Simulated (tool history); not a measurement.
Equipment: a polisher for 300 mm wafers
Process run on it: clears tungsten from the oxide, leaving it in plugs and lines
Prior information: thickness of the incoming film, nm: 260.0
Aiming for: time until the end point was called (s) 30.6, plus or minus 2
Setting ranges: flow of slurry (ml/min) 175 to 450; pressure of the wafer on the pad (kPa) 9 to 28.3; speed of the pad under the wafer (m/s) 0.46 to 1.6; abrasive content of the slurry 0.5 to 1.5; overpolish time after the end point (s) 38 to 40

run,hour,flow of slurry (ml/min),pressure of the wafer on the pad (kPa),speed of the pad under the wafer (m/s),abrasive content of the slurry,overpolish time after the end point (s),time until the end point was called (s)
1,0,290,18.6,1.02,1,38,64.571
2,5.9,290,20.7,1.08,1,38,57.542
3,11.2,290,24.8,1.08,1,38,47.768
4,18.6,290,25.5,1.14,1,38,44.258
5,20.7,335,25.5,1.14,1,38,44.514
6,22.9,335,26.2,1.2,1,38,39.381
7,28.4,335,26.2,1.2,1,38,39.321
8,36.3,335,26.9,1.24,1,38,37.878
9,39.6,335,26.9,1.28,1,38,37.377
10,46.2,335,26.9,1.32,1,38,35.983
11,53.2,335,26.9,1.32,1,38,36.658
12,56.7,335,26.9,1.36,1,38,35.131
13,59,335,26.9,1.38,1,38,35.617
14,66.4,335,26.9,1.4,1,38,34.607
15,72.3,335,26.9,1.42,1,38,32.621

5 next moves are on the table. One of them brings every result within its allowed miss. Which?
A,78.2,295,27.6,1.54,0.85,40,?
B,78.2,345,25.5,1.34,1.05,40,?
C,78.2,315,24.1,1.6,0.85,38,?
D,78.2,295,24.8,1.4,1.1,38,?
E,78.2,335,23.4,1.54,1,40,?

move,time until the end point was called (s)
A,31.125
B,36.425
C,33.849
D,35.827
E,34.838
A: every result within its allowed miss
B: the biggest miss grows against the last run
C: the biggest miss grows against the last run
D: the biggest miss grows against the last run
E: the biggest miss grows against the last run
Answer: A

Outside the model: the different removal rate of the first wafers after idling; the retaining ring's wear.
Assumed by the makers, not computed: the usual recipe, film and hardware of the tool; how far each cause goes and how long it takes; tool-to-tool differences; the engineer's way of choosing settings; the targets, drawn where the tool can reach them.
